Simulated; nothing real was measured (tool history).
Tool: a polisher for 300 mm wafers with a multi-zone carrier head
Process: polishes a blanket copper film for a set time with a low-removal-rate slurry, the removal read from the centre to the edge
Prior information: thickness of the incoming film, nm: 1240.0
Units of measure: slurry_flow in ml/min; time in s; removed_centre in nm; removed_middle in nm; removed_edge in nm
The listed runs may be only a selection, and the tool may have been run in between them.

run 1 hour=0 | slurry_flow=310 centre_zone=1 middle_zone=1 edge_zone=1 slurry_solids=1 time=39 | removed_centre=110.98 removed_middle=108.85 removed_edge=114.16
run 2 hour=8.3 | slurry_flow=390 centre_zone=1 middle_zone=1 edge_zone=1 slurry_solids=1 time=39 | removed_centre=113.24 removed_middle=114.5 removed_edge=115.29
run 3 hour=11.4 | slurry_flow=390 centre_zone=1 middle_zone=1 edge_zone=1 slurry_solids=0.85 time=39 | removed_centre=109.65 removed_middle=108.51 removed_edge=110.59
run 4 hour=14.4 | slurry_flow=390 centre_zone=1 middle_zone=1 edge_zone=1 slurry_solids=0.85 time=32 | removed_centre=89.619 removed_middle=91.201 removed_edge=91.246
run 5 hour=16.8 | slurry_flow=385 centre_zone=1.01 middle_zone=0.99 edge_zone=1.02 slurry_solids=0.9 time=32 | removed_centre=92.049 removed_middle=90.39 removed_edge=93.507
run 6 hour=19.8 | slurry_flow=380 centre_zone=1.02 middle_zone=0.99 edge_zone=1.04 slurry_solids=0.95 time=32 | removed_centre=94.123 removed_middle=93.263 removed_edge=95.421
-- hour=21.8 worn pad replaced by a new one
run 7 hour=21.8 | slurry_flow=370 centre_zone=1.03 middle_zone=0.98 edge_zone=1.05 slurry_solids=1 time=32 | removed_centre=101.59 removed_middle=96.367 removed_edge=102.64

Run 8 is up next; what results do you expect?
run 8 hour=27.5 | slurry_flow=365 centre_zone=1.07 middle_zone=0.98 edge_zone=1.13 slurry_solids=1 time=32 | removed_centre=? removed_middle=? removed_edge=?

removed_centre: 105.66 nm
removed_middle: 97.453 nm
removed_edge: 103.99 nm

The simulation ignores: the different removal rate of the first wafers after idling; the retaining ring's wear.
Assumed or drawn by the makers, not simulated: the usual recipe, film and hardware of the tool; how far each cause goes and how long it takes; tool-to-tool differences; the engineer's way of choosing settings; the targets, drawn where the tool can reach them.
